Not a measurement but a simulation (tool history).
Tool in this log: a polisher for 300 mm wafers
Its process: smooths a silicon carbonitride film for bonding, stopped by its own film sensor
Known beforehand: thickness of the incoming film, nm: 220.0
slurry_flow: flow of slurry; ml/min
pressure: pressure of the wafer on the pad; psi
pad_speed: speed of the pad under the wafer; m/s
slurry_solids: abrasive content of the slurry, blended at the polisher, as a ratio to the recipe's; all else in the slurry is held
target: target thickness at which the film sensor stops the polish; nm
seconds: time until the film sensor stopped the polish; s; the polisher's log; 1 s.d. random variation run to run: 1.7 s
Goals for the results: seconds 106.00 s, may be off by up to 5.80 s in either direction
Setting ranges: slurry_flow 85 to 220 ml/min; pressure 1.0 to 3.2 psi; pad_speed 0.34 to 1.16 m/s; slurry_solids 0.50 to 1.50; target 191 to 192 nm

| run | hour | slurry_flow | pressure | pad_speed | slurry_solids | target | seconds |
|---|---|---|---|---|---|---|---|
| 1 | 0.0 | 140 | 2.1 | 0.74 | 1.00 | 192 | 172.17 |
| 2 | 3.5 | 140 | 2.2 | 0.74 | 1.00 | 192 | 167.37 |
| 3 | 5.3 | 140 | 2.3 | 0.74 | 1.00 | 192 | 165.60 |
| 4 | 8.9 | 140 | 2.4 | 0.76 | 1.00 | 192 | 154.98 |
| 5 | 14.1 | 140 | 2.4 | 0.66 | 1.00 | 192 | 173.36 |
| 6 | 19.6 | 120 | 2.4 | 0.66 | 1.00 | 192 | 177.46 |
| 7 | 23.7 | 120 | 2.4 | 0.66 | 1.00 | 192 | 174.94 |
| 8 | 30.1 | 120 | 2.5 | 0.68 | 1.00 | 192 | 170.87 |
| 9 | 39.0 | 120 | 2.6 | 0.70 | 1.00 | 192 | 161.58 |
| 10 | 47.3 | 120 | 2.7 | 0.72 | 1.00 | 192 | 149.94 |
| 11 | 50.1 | 120 | 2.8 | 0.74 | 1.00 | 192 | 144.32 |
| 12 | 56.6 | 120 | 2.8 | 0.76 | 1.00 | 192 | 142.50 |
| 13 | 64.8 | 120 | 2.8 | 0.78 | 1.00 | 192 | 137.59 |
| 14 | 67.8 | 120 | 2.8 | 0.80 | 1.00 | 192 | 134.58 |
| 15 | 72.1 | 125 | 3.2 | 0.84 | 1.00 | 192 | 116.05 |
| 16 | 75.0 | 125 | 3.2 | 0.88 | 1.00 | 192 | 113.33 |

5 next moves are on the table. One of them brings every result within its allowed miss. Which?
| A | 77.9 | 105 | 3.1 | 0.92 | 0.95 | 191 | ? |
| B | 77.9 | 135 | 3.1 | 0.82 | 1.05 | 191 | ? |
| C | 77.9 | 185 | 3.2 | 0.84 | 0.90 | 191 | ? |
| D | 77.9 | 160 | 3.1 | 0.88 | 0.95 | 191 | ? |
| E | 77.9 | 150 | 3.2 | 0.98 | 0.90 | 192 | ? |

| move | seconds |
|---|---|
| A | 121.49 |
| B | 120.37 |
| C | 122.27 |
| D | 118.57 |
| E | 107.18 |
A: lands further from the targets than the last run did
B: lands further from the targets than the last run did
C: lands further from the targets than the last run did
D: lands further from the targets than the last run did
E: all results in spec
The right move is E.
